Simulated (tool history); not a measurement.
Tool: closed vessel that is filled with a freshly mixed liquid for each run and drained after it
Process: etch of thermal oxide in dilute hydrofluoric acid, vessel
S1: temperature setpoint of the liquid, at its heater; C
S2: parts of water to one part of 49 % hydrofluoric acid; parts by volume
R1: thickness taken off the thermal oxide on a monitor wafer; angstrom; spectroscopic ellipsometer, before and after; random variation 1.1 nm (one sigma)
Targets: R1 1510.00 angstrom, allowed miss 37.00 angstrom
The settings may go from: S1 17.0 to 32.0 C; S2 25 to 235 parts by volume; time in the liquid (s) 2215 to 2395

run 1 hour=0.0 | S1=24.0 S2=130 time_in_the_liquid_(s)=2215 | R1=871.65
run 2 hour=7.2 | S1=25.0 S2=125 time_in_the_liquid_(s)=2215 | R1=941.71
run 3 hour=9.9 | S1=25.5 S2=120 time_in_the_liquid_(s)=2215 | R1=1017.30
run 4 hour=12.5 | S1=26.0 S2=120 time_in_the_liquid_(s)=2215 | R1=1029.50
run 5 hour=14.2 | S1=26.0 S2=120 time_in_the_liquid_(s)=2215 | R1=1026.40
run 6 hour=17.9 | S1=26.0 S2=120 time_in_the_liquid_(s)=2215 | R1=1019.80
run 7 hour=25.7 | S1=26.5 S2=115 time_in_the_liquid_(s)=2215 | R1=1108.40
run 8 hour=35.5 | S1=27.0 S2=115 time_in_the_liquid_(s)=2215 | R1=1128.30
run 9 hour=44.0 | S1=27.5 S2=115 time_in_the_liquid_(s)=2215 | R1=1153.80
run 10 hour=53.6 | S1=28.0 S2=115 time_in_the_liquid_(s)=2215 | R1=1162.60
run 11 hour=56.0 | S1=28.5 S2=115 time_in_the_liquid_(s)=2215 | R1=1195.30
run 12 hour=64.6 | S1=29.0 S2=115 time_in_the_liquid_(s)=2215 | R1=1204.60
-- hour=71.0 hydrofluoric acid flow meter replaced
run 13 hour=71.0 | S1=29.5 S2=115 time_in_the_liquid_(s)=2215 | R1=1111.40
run 14 hour=80.1 | S1=29.5 S2=110 time_in_the_liquid_(s)=2215 | R1=1170.20
run 15 hour=83.2 | S1=29.5 S2=105 time_in_the_liquid_(s)=2215 | R1=1237.70
run 16 hour=84.7 | S1=29.5 S2=100 time_in_the_liquid_(s)=2215 | R1=1316.90
run 17 hour=86.6 | S1=29.5 S2=100 time_in_the_liquid_(s)=2215 | R1=1321.70
run 18 hour=89.3 | S1=30.5 S2=95 time_in_the_liquid_(s)=2215 | R1=1446.60

Which of these 4 next moves meets every target?
run A hour=92.0 | S1=31.0 S2=95 time_in_the_liquid_(s)=2245 | R1=?
run B hour=92.0 | S1=30.0 S2=100 time_in_the_liquid_(s)=2335 | R1=?
run C hour=92.0 | S1=30.0 S2=100 time_in_the_liquid_(s)=2395 | R1=?
run D hour=92.0 | S1=29.5 S2=90 time_in_the_liquid_(s)=2395 | R1=?

move=A R1=1493.80
move=B R1=1411.60
move=C R1=1447.90
move=D R1=1601.20
A: meets every target
B: further off than the last run
C: as far off as the last run
D: takes the result that was furthest off past its target
The right move is A.

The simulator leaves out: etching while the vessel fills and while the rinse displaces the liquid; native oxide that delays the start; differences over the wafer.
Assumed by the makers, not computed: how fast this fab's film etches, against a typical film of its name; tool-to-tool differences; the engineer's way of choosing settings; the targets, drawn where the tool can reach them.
